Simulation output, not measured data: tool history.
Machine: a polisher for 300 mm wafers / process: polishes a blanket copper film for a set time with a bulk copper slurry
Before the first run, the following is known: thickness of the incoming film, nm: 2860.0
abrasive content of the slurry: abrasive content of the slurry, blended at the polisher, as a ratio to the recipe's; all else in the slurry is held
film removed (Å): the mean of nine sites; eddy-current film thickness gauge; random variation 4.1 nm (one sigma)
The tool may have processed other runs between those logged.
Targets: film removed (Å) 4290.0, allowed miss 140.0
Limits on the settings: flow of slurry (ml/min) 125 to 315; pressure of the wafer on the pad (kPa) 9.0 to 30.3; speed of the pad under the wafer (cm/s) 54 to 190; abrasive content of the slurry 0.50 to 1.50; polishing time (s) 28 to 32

run,hour,flow of slurry (ml/min),pressure of the wafer on the pad (kPa),speed of the pad under the wafer (cm/s),abrasive content of the slurry,polishing time (s),film removed (Å)
1,0.0,205,19.3,122,1.00,32,3047.9
2,3.0,205,19.3,122,1.00,32,3034.3
3,10.0,205,19.3,104,1.00,32,2752.6
4,14.8,210,21.4,104,1.00,32,2959.7
5,16.7,210,23.4,104,1.00,32,3156.9
6,21.6,210,25.5,106,1.00,32,3402.6
7,23.6,215,26.9,108,1.00,32,3633.9
8,27.5,215,27.6,110,1.00,32,3815.3
9,34.3,215,28.3,110,1.00,32,3842.9
10,43.0,215,29.0,112,1.00,32,3878.4

Below are 4 possible settings for the next run. Only one of them brings all results inside the allowed miss of their targets. Which is it?
A,51.7,210,29.6,116,0.70,32,?
B,51.7,230,29.6,134,1.15,29,?
C,51.7,235,30.3,138,0.90,32,?
D,51.7,230,29.0,108,0.90,32,?

move,film removed (Å)
A,3856.8
B,4263.5
C,4673.4
D,3821.2
A: moves away from the targets compared with the last run
B: meets every target
C: the result that was furthest off in the last run now lies on the other side of its target
D: moves away from the targets compared with the last run
Correct choice: B, which meets every target
